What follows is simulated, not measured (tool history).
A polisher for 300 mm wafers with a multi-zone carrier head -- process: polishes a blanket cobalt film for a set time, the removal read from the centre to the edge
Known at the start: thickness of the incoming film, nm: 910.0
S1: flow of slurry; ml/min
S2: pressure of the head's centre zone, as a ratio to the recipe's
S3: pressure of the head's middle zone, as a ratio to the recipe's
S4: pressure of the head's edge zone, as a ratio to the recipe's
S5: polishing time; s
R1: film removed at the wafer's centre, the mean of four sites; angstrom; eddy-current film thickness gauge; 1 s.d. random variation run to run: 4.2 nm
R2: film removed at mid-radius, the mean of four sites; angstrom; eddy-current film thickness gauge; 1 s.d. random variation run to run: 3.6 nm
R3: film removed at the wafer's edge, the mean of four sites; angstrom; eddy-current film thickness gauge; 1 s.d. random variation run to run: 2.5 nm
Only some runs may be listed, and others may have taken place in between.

| run | day | S1 | S2 | S3 | S4 | S5 | R1 | R2 | R3 |
|---|---|---|---|---|---|---|---|---|---|
| 1 | 0 | 235 | 1 | 1 | 1 | 53 | 3765.9 | 3752.1 | 3821.9 |
| 2 | 0.188 | 230 | 0.97 | 1.01 | 0.96 | 51 | 3596 | 3673.2 | 3569.6 |
| 3 | 0.5 | 185 | 0.97 | 1.01 | 0.96 | 51 | 3421.9 | 3602.2 | 3534.6 |
| 4 | 0.567 | 215 | 0.97 | 1.01 | 0.96 | 51 | 3457.4 | 3693.3 | 3500.1 |
| 5 | 0.892 | 215 | 0.93 | 1.01 | 0.96 | 51 | 3379.7 | 3647.1 | 3550.1 |
| 6 | 1.179 | 215 | 0.93 | 1.01 | 0.96 | 58 | 3770.5 | 4169.8 | 4043.5 |
| 7 | 1.217 | 215 | 0.93 | 1.01 | 0.96 | 58 | 3793.5 | 4104 | 4008 |

Run 8 is up next; what results do you expect?
| 8 | 1.471 | 210 | 0.9 | 1 | 0.93 | 55 | ? | ? | ? |

Run 8 gave R1 3546 angstrom, R2 3871.6 angstrom, R3 3701.3 angstrom.

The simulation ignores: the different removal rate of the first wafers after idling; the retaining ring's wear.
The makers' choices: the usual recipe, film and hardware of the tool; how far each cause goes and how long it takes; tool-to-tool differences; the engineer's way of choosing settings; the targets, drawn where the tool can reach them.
